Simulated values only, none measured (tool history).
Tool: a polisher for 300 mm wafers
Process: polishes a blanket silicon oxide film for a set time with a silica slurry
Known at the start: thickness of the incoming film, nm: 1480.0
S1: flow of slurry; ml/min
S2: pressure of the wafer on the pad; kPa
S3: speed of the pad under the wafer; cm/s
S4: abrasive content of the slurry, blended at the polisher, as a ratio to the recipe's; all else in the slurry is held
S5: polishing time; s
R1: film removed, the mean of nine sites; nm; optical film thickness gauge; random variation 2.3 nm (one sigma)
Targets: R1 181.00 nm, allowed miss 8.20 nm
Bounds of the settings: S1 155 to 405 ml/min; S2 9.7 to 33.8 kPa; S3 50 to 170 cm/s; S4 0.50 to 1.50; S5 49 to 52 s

run	hour	S1	S2	S3	S4	S5	R1
1	0.0	260	21.4	110	1.00	49	115.41
2	4.7	260	24.1	112	1.00	49	127.46
3	6.7	260	24.1	112	0.90	49	123.29
4	14.9	260	24.1	112	1.05	49	136.16
5	21.9	260	24.1	98	1.05	49	124.43
6	30.3	260	26.9	100	1.05	49	138.82
7	37.9	260	29.0	102	1.05	49	150.51
8	39.0	260	30.3	102	1.05	49	158.54
9	40.6	260	31.7	102	1.05	49	168.64
10	45.2	260	32.4	102	1.05	49	168.91

Which of these 5 next moves meets every target?
A	49.8	330	32.4	112	1.05	49	?
B	49.8	340	32.4	100	0.80	52	?
C	49.8	220	31.0	98	0.95	52	?
D	49.8	280	29.6	100	1.00	51	?
E	49.8	205	26.2	116	1.10	50	?

move	R1
A	187.64
B	155.12
C	158.58
D	159.12
E	156.44
A: meets every target
B: further off than the last run
C: further off than the last run
D: further off than the last run
E: further off than the last run
Move A is the one to make.

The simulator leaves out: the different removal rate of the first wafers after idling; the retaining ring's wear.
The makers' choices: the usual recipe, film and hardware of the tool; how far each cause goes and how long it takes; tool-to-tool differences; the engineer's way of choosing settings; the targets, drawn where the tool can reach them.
